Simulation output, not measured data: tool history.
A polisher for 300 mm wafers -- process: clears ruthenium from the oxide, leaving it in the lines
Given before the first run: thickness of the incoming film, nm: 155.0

| run | day | flow of slurry (ml/min) | pressure of the wafer on the pad (kPa) | speed of the pad under the wafer (cm/s) | overpolish time after the end point (s) | time until the end point was called (s) |
|---|---|---|---|---|---|---|
| 1 | 0 | 140 | 14.5 | 102 | 4 | 93.057 |
| 2 | 0.275 | 140 | 14.5 | 102 | 3 | 94.722 |
| 3 | 0.583 | 140 | 15.2 | 102 | 3 | 90.873 |
| 4 | 0.65 | 140 | 15.2 | 102 | 3 | 92.208 |
| 5 | 0.892 | 140 | 15.9 | 102 | 3 | 89.19 |
| 6 | 0.983 | 140 | 16.5 | 102 | 3 | 86.319 |

Predict the results of run 7:
| 7 | 1.142 | 150 | 17.9 | 102 | 3 | ? |

Run 7 gave time until the end point was called (s) 81.146.
